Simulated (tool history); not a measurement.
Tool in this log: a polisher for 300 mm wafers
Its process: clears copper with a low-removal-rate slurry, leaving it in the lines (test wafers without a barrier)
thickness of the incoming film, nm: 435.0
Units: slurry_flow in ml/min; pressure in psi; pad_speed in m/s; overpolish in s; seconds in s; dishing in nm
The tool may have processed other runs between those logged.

run,day,slurry_flow,pressure,pad_speed,slurry_solids,overpolish,seconds,dishing
1,0,135,3.4,1,1,27,156.72,46.867
2,0.075,135,3.4,1,0.85,27,158.5,44.032
3,0.396,135,3.4,1,0.75,27,162.46,45.587
4,0.471,135,3.4,1,0.9,27,157.7,46.553
5,0.729,135,3.2,1.02,0.85,25,162.9,41.966
6,1.062,135,3.2,0.9,0.85,25,175.96,40.405
7,1.138,130,3,0.94,0.8,23,182.09,36.472
8,1.325,125,2.8,0.98,0.75,21,186.77,33.317
9,1.479,120,2.6,1.02,0.7,19,201.35,29.872
10,1.567,115,2.5,1.08,0.7,18,194.39,27.357
11,1.825,115,2.4,1.1,0.7,17,207.72,25.307
12,1.917,120,1.9,1.28,0.7,8,207.73,13.078
13,2.042,120,2,1.26,0.7,8,209.47,13.272
14,2.242,120,2,1.26,0.7,8,199.69,13.244
15,2.4,120,2,1.24,0.7,8,203.2,12.923
16,2.492,115,2,1.22,0.7,8,205.95,12.749

Run 17 has not been measured yet. What should we expect?
17,2.779,115,2.1,1.2,0.7,8,?,?

Run 17 gave seconds 209.21 s, dishing 13.053 nm.

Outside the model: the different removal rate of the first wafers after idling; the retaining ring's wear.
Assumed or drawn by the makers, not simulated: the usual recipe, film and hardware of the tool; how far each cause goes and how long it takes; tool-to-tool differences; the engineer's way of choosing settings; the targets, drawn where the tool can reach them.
